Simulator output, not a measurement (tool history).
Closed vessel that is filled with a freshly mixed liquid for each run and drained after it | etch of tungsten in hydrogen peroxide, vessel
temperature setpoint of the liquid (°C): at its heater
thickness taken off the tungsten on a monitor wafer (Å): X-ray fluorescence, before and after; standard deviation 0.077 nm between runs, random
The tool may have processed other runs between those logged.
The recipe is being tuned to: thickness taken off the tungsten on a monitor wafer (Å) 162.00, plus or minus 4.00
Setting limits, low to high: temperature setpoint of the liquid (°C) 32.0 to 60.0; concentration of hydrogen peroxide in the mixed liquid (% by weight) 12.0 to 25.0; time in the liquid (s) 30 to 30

run  hour  temperature setpoint of the liquid (°C)  concentration of hydrogen peroxide in the mixed liquid (% by weight)  time in the liquid (s)  thickness taken off the tungsten on a monitor wafer (Å)
  1   0.0                                     44.0                                                                  17.0                      30                                                   274.95
  2   4.6                                     47.0                                                                  17.0                      30                                                   330.26
  3   5.7                                     47.0                                                                  19.0                      30                                                   354.99
  4  14.3                                     45.5                                                                  19.0                      30                                                   320.71
  5  19.2                                     45.5                                                                  22.5                      30                                                   348.06
  6  20.6                                     39.5                                                                  22.5                      30                                                   236.88
  7  22.2                                     39.0                                                                  22.5                      30                                                   228.22
  8  23.6                                     39.0                                                                  22.5                      30                                                   230.98
  9  24.9                                     38.5                                                                  22.5                      30                                                   222.80
 10  32.2                                     38.0                                                                  22.5                      30                                                   215.99
 11  39.0                                     32.5                                                                  22.5                      30                                                   148.33

Exercise: of the 4 proposed moves below, exactly one satisfies all targets within the stated allowed misses. Which move is it?
  A  45.8                                     32.0                                                                  20.0                      30                                                        ?
  B  45.8                                     34.0                                                                  24.5                      30                                                        ?
  C  45.8                                     32.0                                                                  25.0                      30                                                        ?
  D  45.8                                     33.0                                                                  25.0                      30                                                        ?

move  thickness taken off the tungsten on a monitor wafer (Å)
   A                                                   134.98
   B                                                   171.20
   C                                                   150.92
   D                                                   161.59
A: its largest miss is bigger than the last run's
B: takes the result that was furthest off past its target
C: an improvement on the last run, though not all results are within tolerance
D: every result lands within tolerance
Go with D: it meets all targets.
